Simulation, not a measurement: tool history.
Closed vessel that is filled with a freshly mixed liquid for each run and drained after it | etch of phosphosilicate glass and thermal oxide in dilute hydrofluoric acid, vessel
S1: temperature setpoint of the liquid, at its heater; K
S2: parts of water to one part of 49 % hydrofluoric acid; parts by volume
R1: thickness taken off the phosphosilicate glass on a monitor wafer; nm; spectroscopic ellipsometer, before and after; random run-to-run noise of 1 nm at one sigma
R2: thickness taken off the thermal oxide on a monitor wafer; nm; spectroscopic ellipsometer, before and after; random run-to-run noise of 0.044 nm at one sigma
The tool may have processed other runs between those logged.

Run 1, hour 0: S1 297.15 K, S2 90 parts by volume, time in the liquid (s) 60. Result: R1 136.94 nm, R2 2.9796 nm.
Run 2, hour 7.6: S1 297.15 K, S2 90 parts by volume, time in the liquid (s) 45. Result: R1 103.16 nm, R2 2.2581 nm.
Run 3, hour 11.9: S1 297.15 K, S2 90 parts by volume, time in the liquid (s) 70. Result: R1 159.31 nm, R2 3.3962 nm.
Run 4, hour 12.7: S1 297.15 K, S2 90 parts by volume, time in the liquid (s) 50. Result: R1 114.09 nm, R2 2.4596 nm.
Run 5, hour 13.3: S1 297.15 K, S2 90 parts by volume, time in the liquid (s) 65. Result: R1 148.64 nm, R2 3.2019 nm.
Run 6, hour 19.9: S1 299.65 K, S2 85 parts by volume, time in the liquid (s) 65. Result: R1 174.93 nm, R2 3.7767 nm.
Run 7, hour 24.4: S1 301.15 K, S2 80 parts by volume, time in the liquid (s) 65. Result: R1 196.51 nm, R2 4.3289 nm.

Run 8 is up next; what results do you expect?
Run 8, hour 26.1: S1 302.15 K, S2 75 parts by volume, time in the liquid (s) 65. Result: R1 ?, R2 ?.

{"run 8": {"R1": 221.34, "R2": 4.7498}}
